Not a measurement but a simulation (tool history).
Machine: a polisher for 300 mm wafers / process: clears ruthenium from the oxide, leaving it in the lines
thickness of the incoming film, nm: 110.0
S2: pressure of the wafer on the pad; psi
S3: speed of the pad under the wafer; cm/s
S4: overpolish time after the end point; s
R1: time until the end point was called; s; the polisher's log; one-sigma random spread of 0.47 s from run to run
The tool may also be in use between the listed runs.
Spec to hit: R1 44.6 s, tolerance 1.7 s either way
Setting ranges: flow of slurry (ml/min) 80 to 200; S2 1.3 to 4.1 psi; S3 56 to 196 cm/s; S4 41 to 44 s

run 1 day=0 | flow_of_slurry_(ml/min)=130 S2=2.7 S3=126 S4=41 | R1=52.211
run 2 day=0.108 | flow_of_slurry_(ml/min)=130 S2=2.7 S3=114 S4=41 | R1=56.759
run 3 day=0.442 | flow_of_slurry_(ml/min)=130 S2=2.7 S3=114 S4=41 | R1=55.88
run 4 day=0.75 | flow_of_slurry_(ml/min)=130 S2=2.7 S3=114 S4=44 | R1=56.022
run 5 day=1.075 | flow_of_slurry_(ml/min)=130 S2=2.4 S3=114 S4=44 | R1=62.876
run 6 day=1.142 | flow_of_slurry_(ml/min)=135 S2=2.7 S3=114 S4=44 | R1=56.713
run 7 day=1.292 | flow_of_slurry_(ml/min)=135 S2=2.9 S3=114 S4=44 | R1=51.956
run 8 day=1.446 | flow_of_slurry_(ml/min)=135 S2=2.9 S3=114 S4=44 | R1=53.515
run 9 day=1.596 | flow_of_slurry_(ml/min)=135 S2=3.1 S3=114 S4=44 | R1=48.87
-- day=1.871 head pressure recalibrated
run 10 day=1.871 | flow_of_slurry_(ml/min)=155 S2=3.3 S3=114 S4=44 | R1=49.336
run 11 day=2.008 | flow_of_slurry_(ml/min)=145 S2=3.3 S3=114 S4=44 | R1=49.273
run 12 day=2.071 | flow_of_slurry_(ml/min)=140 S2=3.4 S3=114 S4=44 | R1=50.031

Which one of the following 4 next-run settings gets every result inside its allowed miss? There is exactly one.
run A day=2.133 | flow_of_slurry_(ml/min)=140 S2=3.5 S3=110 S4=43 | R1=?
run B day=2.133 | flow_of_slurry_(ml/min)=160 S2=3.3 S3=96 S4=41 | R1=?
run C day=2.133 | flow_of_slurry_(ml/min)=155 S2=3.3 S3=92 S4=44 | R1=?
run D day=2.133 | flow_of_slurry_(ml/min)=170 S2=3.5 S3=122 S4=41 | R1=?

move=A R1=49.395
move=B R1=56.284
move=C R1=58.104
move=D R1=44.79
A: nearer the targets than the last run, but a result is still out of spec
B: misses by more than the last run did
C: misses by more than the last run did
D: each result inside its tolerance
The move that meets every target is D.
